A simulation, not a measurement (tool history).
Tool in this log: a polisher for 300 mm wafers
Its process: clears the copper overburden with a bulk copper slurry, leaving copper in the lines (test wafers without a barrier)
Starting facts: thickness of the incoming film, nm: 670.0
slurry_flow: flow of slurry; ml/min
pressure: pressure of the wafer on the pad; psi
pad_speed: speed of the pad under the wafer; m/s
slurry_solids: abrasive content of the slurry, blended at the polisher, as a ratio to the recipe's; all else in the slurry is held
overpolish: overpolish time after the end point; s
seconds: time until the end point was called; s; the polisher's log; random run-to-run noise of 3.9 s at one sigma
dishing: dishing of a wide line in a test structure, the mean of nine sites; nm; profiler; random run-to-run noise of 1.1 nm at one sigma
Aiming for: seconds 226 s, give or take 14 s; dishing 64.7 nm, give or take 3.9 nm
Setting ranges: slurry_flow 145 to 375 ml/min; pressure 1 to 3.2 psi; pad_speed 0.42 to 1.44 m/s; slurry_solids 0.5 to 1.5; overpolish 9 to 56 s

run	hour	slurry_flow	pressure	pad_speed	slurry_solids	overpolish	seconds	dishing
1	0	240	2.1	0.92	1	29	127.29	76.108
2	2.9	240	2.1	0.92	1	33	128.33	79.718
3	5.9	240	2.1	0.92	1	44	124.92	92.084
4	13.2	240	2.1	0.92	1	39	125.28	85.576
5	17.9	240	1.9	0.9	1	41	140.09	80.111
6	22.8	240	1.9	0.9	1.1	41	139	82.847
7	28	240	1.8	0.88	1.1	43	144.53	80.921
8	35.2	240	1.7	0.86	1.1	45	154.18	79.021
9	37.9	240	1.6	0.84	1.1	46	167.9	74.716
10	46.1	240	1.5	0.84	1.1	47	168.62	76.347
11	50.3	235	1	0.7	1.1	48	282.87	56.89
12	51.1	235	1.1	0.7	1.1	48	266.19	57.521
13	58.4	235	1.4	0.72	1.1	50	216.06	69.679
14	60.7	235	1.4	0.72	1.1	48	214.77	68.67

Which one of the following 5 next-run settings gets every result inside its allowed miss? There is exactly one.
A	63	255	1.5	0.76	1.1	41	?	?
B	63	285	1.8	0.62	1.05	47	?	?
C	63	150	1.4	0.74	1.1	46	?	?
D	63	265	1.1	0.98	1.05	39	?	?
E	63	170	1.6	0.58	1.45	56	?	?

move	seconds	dishing
A	187.84	66.61
B	197.74	71.641
C	221.1	64.216
D	186.85	62.218
E	228.14	71.676
A: brings the last run's worst result on target, with another outside its allowed miss
B: further off than the last run
C: in spec on every target
D: brings the last run's worst result on target, with another outside its allowed miss
E: further off than the last run
The right move is C.
